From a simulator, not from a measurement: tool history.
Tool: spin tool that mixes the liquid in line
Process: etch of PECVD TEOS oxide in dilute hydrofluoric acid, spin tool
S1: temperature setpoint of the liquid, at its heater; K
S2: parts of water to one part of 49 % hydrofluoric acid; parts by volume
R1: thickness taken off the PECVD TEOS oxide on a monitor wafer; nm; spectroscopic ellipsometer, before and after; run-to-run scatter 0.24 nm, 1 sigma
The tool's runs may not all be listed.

run 1 hour=0.0 | S1=293.15 S2=75 time_under_the_liquid_(s)=265 | R1=38.428
run 2 hour=8.4 | S1=296.65 S2=75 time_under_the_liquid_(s)=265 | R1=43.489
run 3 hour=12.4 | S1=296.15 S2=80 time_under_the_liquid_(s)=265 | R1=39.806
run 4 hour=13.7 | S1=295.65 S2=80 time_under_the_liquid_(s)=265 | R1=39.194
run 5 hour=18.2 | S1=295.15 S2=80 time_under_the_liquid_(s)=265 | R1=38.868
run 6 hour=20.4 | S1=294.65 S2=85 time_under_the_liquid_(s)=265 | R1=35.452
run 7 hour=28.5 | S1=294.65 S2=85 time_under_the_liquid_(s)=265 | R1=35.685
run 8 hour=30.1 | S1=294.15 S2=85 time_under_the_liquid_(s)=265 | R1=34.856
run 9 hour=34.8 | S1=293.65 S2=85 time_under_the_liquid_(s)=265 | R1=33.450
run 10 hour=37.1 | S1=293.15 S2=85 time_under_the_liquid_(s)=265 | R1=33.535
run 11 hour=41.4 | S1=292.65 S2=85 time_under_the_liquid_(s)=265 | R1=32.613

Run 12 is up next; what results do you expect?
run 12 hour=50.4 | S1=292.15 S2=85 time_under_the_liquid_(s)=265 | R1=?

{"run 12": {"R1": 32.093}}
